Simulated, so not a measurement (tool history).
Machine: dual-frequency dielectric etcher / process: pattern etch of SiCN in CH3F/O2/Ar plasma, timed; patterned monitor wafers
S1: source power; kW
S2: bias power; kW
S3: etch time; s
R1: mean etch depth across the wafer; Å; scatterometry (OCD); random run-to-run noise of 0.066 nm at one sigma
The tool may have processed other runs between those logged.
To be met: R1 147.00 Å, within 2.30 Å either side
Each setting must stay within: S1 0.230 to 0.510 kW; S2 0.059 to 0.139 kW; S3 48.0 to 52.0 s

run	hour	S1	S2	S3	R1
1	0.0	0.370	0.099	52.0	209.32
2	8.5	0.370	0.099	48.0	194.75
3	16.4	0.430	0.099	48.0	207.10
4	23.4	0.390	0.091	48.0	189.05
5	32.4	0.390	0.091	48.0	187.97
6	39.4	0.390	0.080	48.0	173.74
7	40.4	0.390	0.080	48.0	173.74
8	43.4	0.360	0.079	48.0	166.31

4 candidate next runs follow, results not yet known. Just one meets every target within its allowed miss. Identify it.
A	46.4	0.380	0.084	49.0	?
B	46.4	0.300	0.074	50.0	?
C	46.4	0.400	0.079	51.5	?
D	46.4	0.360	0.063	49.5	?

move	R1
A	182.38
B	154.43
C	188.60
D	148.58
A: the biggest miss grows against the last run
B: gains on the last run, yet a result remains outside its allowed miss
C: the biggest miss grows against the last run
D: every result lands within tolerance
The move that meets every target is D.
